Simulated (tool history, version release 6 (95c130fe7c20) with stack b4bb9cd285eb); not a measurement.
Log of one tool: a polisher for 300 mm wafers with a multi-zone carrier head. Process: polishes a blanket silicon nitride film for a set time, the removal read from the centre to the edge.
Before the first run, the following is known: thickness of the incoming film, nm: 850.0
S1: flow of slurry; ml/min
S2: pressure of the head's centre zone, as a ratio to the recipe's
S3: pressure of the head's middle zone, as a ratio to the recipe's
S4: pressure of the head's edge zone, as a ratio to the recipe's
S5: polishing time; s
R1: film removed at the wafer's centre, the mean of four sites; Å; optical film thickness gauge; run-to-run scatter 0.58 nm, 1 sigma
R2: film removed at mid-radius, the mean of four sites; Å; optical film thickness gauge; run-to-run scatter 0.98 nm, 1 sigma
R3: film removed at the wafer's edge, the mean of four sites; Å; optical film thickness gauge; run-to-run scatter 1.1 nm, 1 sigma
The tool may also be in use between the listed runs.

run	hour	S1	S2	S3	S4	S5	R1	R2	R3
1	0.0	170	1.00	1.00	1.00	83	967.80	964.02	1007.20
2	7.6	170	1.00	1.07	1.00	83	979.77	1011.60	1005.80
3	10.3	170	1.00	1.11	1.00	83	967.12	1036.30	1010.40
4	15.3	170	1.00	1.11	1.06	83	975.10	1019.90	1022.10
5	22.1	170	1.06	1.11	1.06	83	1025.50	1032.70	1033.10
6	23.9	170	1.07	1.10	1.04	81	1014.00	963.81	992.89
7	27.1	165	1.08	1.11	1.02	80	1004.60	972.45	964.41
8	29.3	160	1.08	1.11	1.00	79	987.81	960.48	944.15
9	36.5	155	1.09	1.11	0.98	78	974.16	934.34	951.01
10	43.7	165	1.09	1.11	0.97	76	966.10	933.17	918.44
11	47.8	165	1.10	1.11	0.96	75	966.08	919.32	874.74

Run 12 is up next; what results do you expect?
12	50.4	135	1.11	1.09	0.89	74	?	?	?

Run 12 came out at R1 907.27 Å, R2 868.90 Å, R3 812.80 Å.

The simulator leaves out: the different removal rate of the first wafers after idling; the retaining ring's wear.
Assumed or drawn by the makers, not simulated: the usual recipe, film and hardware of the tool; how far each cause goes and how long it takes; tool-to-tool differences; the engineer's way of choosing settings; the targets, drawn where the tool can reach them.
